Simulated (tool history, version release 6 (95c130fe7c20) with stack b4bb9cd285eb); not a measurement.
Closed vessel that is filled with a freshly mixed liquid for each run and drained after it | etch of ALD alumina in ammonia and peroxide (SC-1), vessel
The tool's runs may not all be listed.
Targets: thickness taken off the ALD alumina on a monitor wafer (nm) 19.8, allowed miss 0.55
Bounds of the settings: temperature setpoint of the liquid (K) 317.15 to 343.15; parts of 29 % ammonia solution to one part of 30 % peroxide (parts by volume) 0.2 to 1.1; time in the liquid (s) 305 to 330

run	hour	temperature setpoint of the liquid (K)	parts of 29 % ammonia solution to one part of 30 % peroxide (parts by volume)	time in the liquid (s)	thickness taken off the ALD alumina on a monitor wafer (nm)
1	0	333.15	0.6	305	27.891
2	2.7	333.15	0.6	330	29.446
3	9.3	330.15	0.6	330	25.531
4	12.9	336.65	0.6	330	35.959
5	16.3	333.15	0.6	330	29.366
6	19.4	330.65	0.6	330	26.221
7	24.3	330.65	0.6	330	26.176
8	28.1	329.15	0.6	330	24.467
9	32.6	329.15	0.6	330	23.847
10	34.6	328.15	0.6	330	22.975
11	42.8	327.15	0.6	330	21.411
12	45.7	326.65	0.6	330	21.099
13	53.8	326.15	0.6	330	20.523
14	58.4	326.15	0.6	330	20.51

Which of these 5 next moves meets every target?
A	63	328.15	0.55	305	?
B	63	326.15	0.9	305	?
C	63	324.15	0.55	330	?
D	63	326.65	0.6	330	?
E	63	324.15	0.5	330	?

move	thickness taken off the ALD alumina on a monitor wafer (nm)
A	21.034
B	19.804
C	18.347
D	21.181
E	18.182
A: further off than the last run
B: meets every target
C: takes the result that was furthest off past its target
D: further off than the last run
E: takes the result that was furthest off past its target
Move B is the one to make.

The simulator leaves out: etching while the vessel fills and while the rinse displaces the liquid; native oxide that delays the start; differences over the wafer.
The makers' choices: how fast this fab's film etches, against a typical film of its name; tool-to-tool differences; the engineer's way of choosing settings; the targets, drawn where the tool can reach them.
